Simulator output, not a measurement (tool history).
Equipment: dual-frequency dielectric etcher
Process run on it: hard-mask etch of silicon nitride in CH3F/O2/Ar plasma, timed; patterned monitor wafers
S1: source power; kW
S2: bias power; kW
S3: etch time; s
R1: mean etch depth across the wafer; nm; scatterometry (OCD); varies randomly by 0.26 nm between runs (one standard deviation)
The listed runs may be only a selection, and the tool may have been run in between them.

| run | hour | S1 | S2 | S3 | R1 |
|---|---|---|---|---|---|
| 1 | 0.0 | 0.350 | 0.074 | 209.0 | 142.38 |
| 2 | 5.1 | 0.350 | 0.074 | 209.0 | 142.07 |
| 3 | 7.3 | 0.390 | 0.074 | 209.0 | 149.16 |
| 4 | 11.9 | 0.390 | 0.074 | 218.5 | 156.83 |
| 5 | 20.9 | 0.370 | 0.070 | 217.0 | 147.36 |
| 6 | 25.5 | 0.350 | 0.067 | 216.5 | 140.46 |
| 7 | 28.5 | 0.330 | 0.065 | 216.5 | 134.52 |

The next listed run, before its measurement:
| 8 | 35.5 | 0.320 | 0.063 | 216.5 | ? |

{"run 8": {"R1": 131.37}}
